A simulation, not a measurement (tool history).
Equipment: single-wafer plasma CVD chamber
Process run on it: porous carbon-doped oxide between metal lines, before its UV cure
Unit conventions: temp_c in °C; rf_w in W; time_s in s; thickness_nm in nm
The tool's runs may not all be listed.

| run | hour | temp_c | rf_w | time_s | thickness_nm |
|---|---|---|---|---|---|
| 1 | 0.0 | 285 | 605 | 45.5 | 293.81 |
| 2 | 3.9 | 291 | 575 | 45.5 | 272.93 |
| 3 | 9.7 | 295 | 560 | 45.5 | 264.20 |
| 4 | 16.1 | 300 | 560 | 45.5 | 258.17 |
| 5 | 18.6 | 300 | 595 | 45.5 | 268.25 |
| 6 | 19.4 | 300 | 680 | 45.5 | 290.85 |
| 7 | 26.0 | 300 | 680 | 45.5 | 289.84 |
| 8 | 31.3 | 303 | 630 | 45.5 | 272.07 |
| 9 | 37.9 | 305 | 595 | 45.5 | 259.42 |
| 10 | 41.6 | 306 | 570 | 45.5 | 251.39 |
| 11 | 44.0 | 307 | 550 | 45.5 | 244.49 |
| 12 | 48.5 | 308 | 540 | 45.5 | 242.02 |
| 13 | 52.9 | 308 | 530 | 45.5 | 238.75 |

Run 14 has not been measured yet. What should we expect?
| 14 | 54.3 | 308 | 530 | 45.5 | ? |

Run 14 yielded thickness_nm 239.13 nm.
